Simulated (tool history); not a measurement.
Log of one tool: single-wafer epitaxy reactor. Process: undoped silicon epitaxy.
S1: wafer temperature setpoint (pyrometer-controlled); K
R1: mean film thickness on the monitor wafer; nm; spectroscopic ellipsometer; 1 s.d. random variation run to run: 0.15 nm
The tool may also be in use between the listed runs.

Run 1, day 0: S1 928.15 K, deposition time (s) 396. Result: R1 68.385 nm.
Run 2, day 0.229: S1 928.15 K, deposition time (s) 367. Result: R1 63.595 nm.
Run 3, day 0.383: S1 923.15 K, deposition time (s) 366. Result: R1 56.847 nm.
Run 4, day 0.458: S1 923.15 K, deposition time (s) 340. Result: R1 52.645 nm.
Run 5, day 0.6: S1 923.15 K, deposition time (s) 371. Result: R1 57.555 nm.
Run 6, day 0.629: S1 919.15 K, deposition time (s) 370. Result: R1 52.43 nm.
Run 7, day 1: S1 916.15 K, deposition time (s) 369. Result: R1 48.84 nm.
Run 8, day 1.138: S1 914.15 K, deposition time (s) 368. Result: R1 46.723 nm.

Run 9 has not been measured yet. What should we expect?
Run 9, day 1.342: S1 912.15 K, deposition time (s) 368. Result: R1 ?.

Run 9 gave R1 44.318 nm.

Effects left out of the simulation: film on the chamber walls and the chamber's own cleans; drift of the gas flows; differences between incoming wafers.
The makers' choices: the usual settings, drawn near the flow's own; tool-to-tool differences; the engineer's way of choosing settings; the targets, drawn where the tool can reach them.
